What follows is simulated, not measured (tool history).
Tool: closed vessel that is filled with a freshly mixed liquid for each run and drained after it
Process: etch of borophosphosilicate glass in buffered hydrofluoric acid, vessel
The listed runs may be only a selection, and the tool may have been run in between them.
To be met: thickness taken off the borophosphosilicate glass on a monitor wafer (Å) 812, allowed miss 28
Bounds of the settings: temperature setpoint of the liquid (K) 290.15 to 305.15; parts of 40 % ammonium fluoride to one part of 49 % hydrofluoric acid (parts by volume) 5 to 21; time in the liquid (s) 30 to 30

run  hour  temperature setpoint of the liquid (K)  parts of 40 % ammonium fluoride to one part of 49 % hydrofluoric acid (parts by volume)  time in the liquid (s)  thickness taken off the borophosphosilicate glass on a monitor wafer (Å)
  1     0                                  298.15                                                                                       13                      30                                                                    424.88
  2     9                                  298.15                                                                                       13                      30                                                                    429.66
  3  14.3                                  300.65                                                                                       13                      30                                                                    485.21
  4  16.4                                  300.65                                                                                     10.5                      30                                                                    602.77
  5  23.6                                  301.15                                                                                     10.5                      30                                                                    614.01
  6  31.8                                  301.15                                                                                        9                      30                                                                    683.37
  7  37.4                                  301.65                                                                                        9                      30                                                                     717.3
  8  39.7                                  302.65                                                                                        9                      30                                                                     734.2

5 candidate next runs follow, results not yet known. Just one meets every target within its allowed miss. Identify it.
  A    42                                  301.65                                                                                      8.5                      30                                                                         ?
  B    42                                  303.15                                                                                        9                      30                                                                         ?
  C    42                                  299.15                                                                                      7.5                      30                                                                         ?
  D    42                                  305.15                                                                                      8.5                      30                                                                         ?
  E    42                                  303.15                                                                                      8.5                      30                                                                         ?

move  thickness taken off the borophosphosilicate glass on a monitor wafer (Å)
   A                                                                    755.36
   B                                                                    766.87
   C                                                                    759.83
   D                                                                    904.22
   E                                                                    816.28
A: better than the last run, though not everything is in spec
B: better than the last run, though not everything is in spec
C: better than the last run, though not everything is in spec
D: carries the result that was furthest off beyond its target, to the other side
E: each result inside its tolerance
Go with E: it meets all targets.
